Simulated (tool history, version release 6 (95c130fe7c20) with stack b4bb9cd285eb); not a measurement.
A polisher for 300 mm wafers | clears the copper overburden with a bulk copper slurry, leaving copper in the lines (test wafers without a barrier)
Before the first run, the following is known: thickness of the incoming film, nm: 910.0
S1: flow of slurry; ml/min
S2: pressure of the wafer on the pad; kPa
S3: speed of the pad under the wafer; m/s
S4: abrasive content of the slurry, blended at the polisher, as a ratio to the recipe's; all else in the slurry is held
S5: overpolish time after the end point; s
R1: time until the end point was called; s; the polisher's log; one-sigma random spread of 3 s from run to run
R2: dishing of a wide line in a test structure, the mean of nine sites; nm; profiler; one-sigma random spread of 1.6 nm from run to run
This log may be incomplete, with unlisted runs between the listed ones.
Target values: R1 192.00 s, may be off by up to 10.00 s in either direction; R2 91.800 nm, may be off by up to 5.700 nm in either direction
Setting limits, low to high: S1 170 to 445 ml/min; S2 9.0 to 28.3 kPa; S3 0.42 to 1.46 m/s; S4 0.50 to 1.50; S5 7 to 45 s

{"run": 1, "hour": 0.0, "S1": 285, "S2": 18.6, "S3": 0.94, "S4": 1.0, "S5": 23, "R1": 124.06, "R2": 89.284}
{"run": 2, "hour": 2.7, "S1": 285, "S2": 18.6, "S3": 0.94, "S4": 1.15, "S5": 23, "R1": 121.37, "R2": 90.209}
{"run": 3, "hour": 6.4, "S1": 285, "S2": 17.9, "S3": 0.94, "S4": 1.15, "S5": 25, "R1": 129.38, "R2": 94.064}
{"run": 4, "hour": 15.2, "S1": 285, "S2": 17.9, "S3": 0.94, "S4": 1.15, "S5": 34, "R1": 126.76, "R2": 109.84}
{"run": 5, "hour": 23.4, "S1": 285, "S2": 17.2, "S3": 0.94, "S4": 1.15, "S5": 35, "R1": 129.59, "R2": 107.78}
{"run": 6, "hour": 28.6, "S1": 285, "S2": 15.2, "S3": 0.94, "S4": 1.15, "S5": 35, "R1": 150.14, "R2": 93.742}
{"run": 7, "hour": 31.0, "S1": 285, "S2": 14.5, "S3": 0.92, "S4": 1.15, "S5": 36, "R1": 154.22, "R2": 95.084}
{"run": 8, "hour": 35.2, "S1": 285, "S2": 13.8, "S3": 0.92, "S4": 1.15, "S5": 37, "R1": 167.85, "R2": 94.731}

Which single option among these 5 for the next run brings every result within its allowed miss of target? Just one does.
{"run": "A", "hour": 39.4, "S1": 345, "S2": 12.4, "S3": 0.84, "S4": 1.25, "S5": 33, "R1": "?", "R2": "?"}
{"run": "B", "hour": 39.4, "S1": 295, "S2": 12.4, "S3": 0.84, "S4": 1.15, "S5": 42, "R1": "?", "R2": "?"}
{"run": "C", "hour": 39.4, "S1": 255, "S2": 13.1, "S3": 0.74, "S4": 1.05, "S5": 45, "R1": "?", "R2": "?"}
{"run": "D", "hour": 39.4, "S1": 200, "S2": 13.1, "S3": 0.72, "S4": 1.2, "S5": 45, "R1": "?", "R2": "?"}
{"run": "E", "hour": 39.4, "S1": 275, "S2": 13.1, "S3": 0.7, "S4": 1.35, "S5": 45, "R1": "?", "R2": "?"}

move=A R1=192.61 R2=79.576
move=B R1=199.39 R2=88.131
move=C R1=216.03 R2=88.895
move=D R1=220.49 R2=88.040
move=E R1=209.72 R2=90.125
A: puts the biggest miss on target and leaves a different result outside tolerance
B: every result lands within tolerance
C: takes the biggest miss from the last run beyond its target
D: takes the biggest miss from the last run beyond its target
E: takes the biggest miss from the last run beyond its target
So the answer is move B, the one that meets all the targets.
